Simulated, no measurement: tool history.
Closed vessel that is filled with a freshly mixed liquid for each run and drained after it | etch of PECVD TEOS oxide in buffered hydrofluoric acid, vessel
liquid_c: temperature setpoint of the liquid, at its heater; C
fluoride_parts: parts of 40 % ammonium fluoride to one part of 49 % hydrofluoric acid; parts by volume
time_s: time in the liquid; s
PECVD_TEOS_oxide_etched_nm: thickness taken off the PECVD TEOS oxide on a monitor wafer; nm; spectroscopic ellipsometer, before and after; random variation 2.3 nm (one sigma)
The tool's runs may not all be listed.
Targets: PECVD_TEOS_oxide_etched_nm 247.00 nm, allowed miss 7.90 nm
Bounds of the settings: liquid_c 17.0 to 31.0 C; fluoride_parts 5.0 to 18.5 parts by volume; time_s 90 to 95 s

| run | hour | liquid_c | fluoride_parts | time_s | PECVD_TEOS_oxide_etched_nm |
|---|---|---|---|---|---|
| 1 | 0.0 | 23.0 | 11.5 | 90 | 190.90 |
| 2 | 8.5 | 23.0 | 13.0 | 90 | 168.36 |
| 3 | 16.3 | 24.5 | 13.0 | 90 | 186.72 |
| 4 | 17.3 | 24.5 | 10.5 | 90 | 225.90 |
| 5 | 24.3 | 23.0 | 10.5 | 90 | 205.44 |
| 6 | 29.6 | 23.5 | 10.5 | 90 | 212.96 |
| 7 | 37.6 | 24.0 | 10.5 | 90 | 219.32 |
| 8 | 44.3 | 25.0 | 10.5 | 90 | 229.74 |

5 next moves are on the table. One of them brings every result within its allowed miss. Which?
| A | 51.0 | 22.5 | 10.5 | 90 | ? |
| B | 51.0 | 24.5 | 9.0 | 95 | ? |
| C | 51.0 | 26.5 | 10.0 | 90 | ? |
| D | 51.0 | 25.5 | 10.0 | 95 | ? |
| E | 51.0 | 24.0 | 9.5 | 95 | ? |

| move | PECVD_TEOS_oxide_etched_nm |
|---|---|
| A | 199.57 |
| B | 263.32 |
| C | 260.09 |
| D | 260.15 |
| E | 247.70 |
A: further off than the last run
B: takes the result that was furthest off past its target
C: takes the result that was furthest off past its target
D: takes the result that was furthest off past its target
E: meets every target
Answer: E

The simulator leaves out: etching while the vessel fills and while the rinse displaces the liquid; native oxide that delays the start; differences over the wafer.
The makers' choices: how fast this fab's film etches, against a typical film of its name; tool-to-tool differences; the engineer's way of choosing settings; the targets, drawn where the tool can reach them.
